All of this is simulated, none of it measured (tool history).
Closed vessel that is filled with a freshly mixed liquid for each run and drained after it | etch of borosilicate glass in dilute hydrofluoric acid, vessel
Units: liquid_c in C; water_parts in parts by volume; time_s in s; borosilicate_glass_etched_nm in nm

run 1 day=0 | liquid_c=23 water_parts=175 time_s=95 | borosilicate_glass_etched_nm=12.107
run 2 day=0.175 | liquid_c=23 water_parts=175 time_s=70 | borosilicate_glass_etched_nm=8.8406
run 3 day=0.479 | liquid_c=25 water_parts=175 time_s=70 | borosilicate_glass_etched_nm=9.6905
run 4 day=0.792 | liquid_c=26 water_parts=170 time_s=70 | borosilicate_glass_etched_nm=10.293
run 5 day=1.083 | liquid_c=26 water_parts=170 time_s=95 | borosilicate_glass_etched_nm=14.067
run 6 day=1.367 | liquid_c=26 water_parts=135 time_s=95 | borosilicate_glass_etched_nm=18.409
run 7 day=1.671 | liquid_c=23.5 water_parts=140 time_s=95 | borosilicate_glass_etched_nm=16.12
run 8 day=1.812 | liquid_c=21.5 water_parts=145 time_s=95 | borosilicate_glass_etched_nm=14.357
-- day=1.979 hydrofluoric acid flow meter replaced
run 9 day=1.979 | liquid_c=21.5 water_parts=145 time_s=95 | borosilicate_glass_etched_nm=15.462
run 10 day=2.288 | liquid_c=21 water_parts=155 time_s=95 | borosilicate_glass_etched_nm=14.064
run 11 day=2.542 | liquid_c=21 water_parts=160 time_s=95 | borosilicate_glass_etched_nm=13.499

The next listed run, before its measurement:
run 12 day=2.829 | liquid_c=21 water_parts=165 time_s=95 | borosilicate_glass_etched_nm=?

borosilicate_glass_etched_nm: 13.125 nm
